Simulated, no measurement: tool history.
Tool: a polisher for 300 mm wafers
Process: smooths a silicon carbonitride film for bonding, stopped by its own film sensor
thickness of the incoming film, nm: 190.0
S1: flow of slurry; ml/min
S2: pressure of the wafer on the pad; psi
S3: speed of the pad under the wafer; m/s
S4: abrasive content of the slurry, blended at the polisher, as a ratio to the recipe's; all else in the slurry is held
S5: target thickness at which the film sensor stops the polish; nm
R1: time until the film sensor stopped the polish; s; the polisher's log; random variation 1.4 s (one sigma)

Run 1, hour 0: S1 250 ml/min, S2 2.7 psi, S3 0.92 m/s, S4 1, S5 172 nm. Result: R1 61.451 s.
Run 2, hour 8.6: S1 250 ml/min, S2 2.5 psi, S3 0.9 m/s, S4 1, S5 172 nm. Result: R1 66.225 s.
Run 3, hour 17.3: S1 250 ml/min, S2 2.5 psi, S3 0.9 m/s, S4 0.85, S5 172 nm. Result: R1 73.24 s.
Run 4, hour 20.3: S1 250 ml/min, S2 2.5 psi, S3 1 m/s, S4 0.85, S5 172 nm. Result: R1 68 s.
Run 5, hour 28.4: S1 250 ml/min, S2 2.3 psi, S3 1 m/s, S4 0.85, S5 172 nm. Result: R1 72.865 s.
Run 6, hour 29.9: S1 250 ml/min, S2 2.1 psi, S3 1 m/s, S4 0.85, S5 172 nm. Result: R1 75.27 s.

The next listed run, before its measurement:
Run 7, hour 37.2: S1 250 ml/min, S2 1.9 psi, S3 0.98 m/s, S4 0.85, S5 172 nm. Result: R1 ?.

{"run 7": {"R1": 85.864}}
